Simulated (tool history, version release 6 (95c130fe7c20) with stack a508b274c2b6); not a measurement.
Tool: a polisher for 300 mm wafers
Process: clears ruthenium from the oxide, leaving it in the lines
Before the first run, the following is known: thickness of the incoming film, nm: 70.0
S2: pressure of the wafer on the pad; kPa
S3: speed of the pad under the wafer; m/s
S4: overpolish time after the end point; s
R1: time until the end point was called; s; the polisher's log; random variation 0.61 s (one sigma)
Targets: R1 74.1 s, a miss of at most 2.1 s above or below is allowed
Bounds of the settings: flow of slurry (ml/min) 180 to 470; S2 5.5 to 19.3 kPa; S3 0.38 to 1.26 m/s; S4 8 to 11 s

run 1 hour=0 | flow_of_slurry_(ml/min)=300 S2=12.4 S3=0.82 S4=11 | R1=92.357
run 2 hour=8.5 | flow_of_slurry_(ml/min)=300 S2=12.4 S3=0.7 S4=11 | R1=105.31
run 3 hour=10 | flow_of_slurry_(ml/min)=300 S2=13.8 S3=0.7 S4=11 | R1=95.179
run 4 hour=16.9 | flow_of_slurry_(ml/min)=230 S2=13.8 S3=0.7 S4=11 | R1=98.182
run 5 hour=23.7 | flow_of_slurry_(ml/min)=245 S2=14.5 S3=0.7 S4=11 | R1=92.361
run 6 hour=31.3 | flow_of_slurry_(ml/min)=245 S2=14.5 S3=0.7 S4=8 | R1=93.07
run 7 hour=32.2 | flow_of_slurry_(ml/min)=255 S2=15.2 S3=0.7 S4=8 | R1=87.658
run 8 hour=35.2 | flow_of_slurry_(ml/min)=265 S2=15.9 S3=0.7 S4=8 | R1=85.678
run 9 hour=43.8 | flow_of_slurry_(ml/min)=265 S2=16.5 S3=0.7 S4=8 | R1=81.745
run 10 hour=50.7 | flow_of_slurry_(ml/min)=265 S2=17.2 S3=0.7 S4=8 | R1=78.379

Consider the 5 candidate settings below. Which is the only one whose results all fall within their allowed miss of target?
run A hour=57.6 | flow_of_slurry_(ml/min)=380 S2=14.5 S3=0.82 S4=11 | R1=?
run B hour=57.6 | flow_of_slurry_(ml/min)=235 S2=16.5 S3=0.66 S4=8 | R1=?
run C hour=57.6 | flow_of_slurry_(ml/min)=180 S2=16.5 S3=0.66 S4=8 | R1=?
run D hour=57.6 | flow_of_slurry_(ml/min)=310 S2=17.9 S3=0.76 S4=11 | R1=?
run E hour=57.6 | flow_of_slurry_(ml/min)=290 S2=16.5 S3=0.78 S4=8 | R1=?

move=A R1=78.791
move=B R1=84.402
move=C R1=86.355
move=D R1=68.737
move=E R1=73.216
A: further off than the last run
B: further off than the last run
C: further off than the last run
D: takes the result that was furthest off past its target
E: meets every target
The move that meets every target is E.
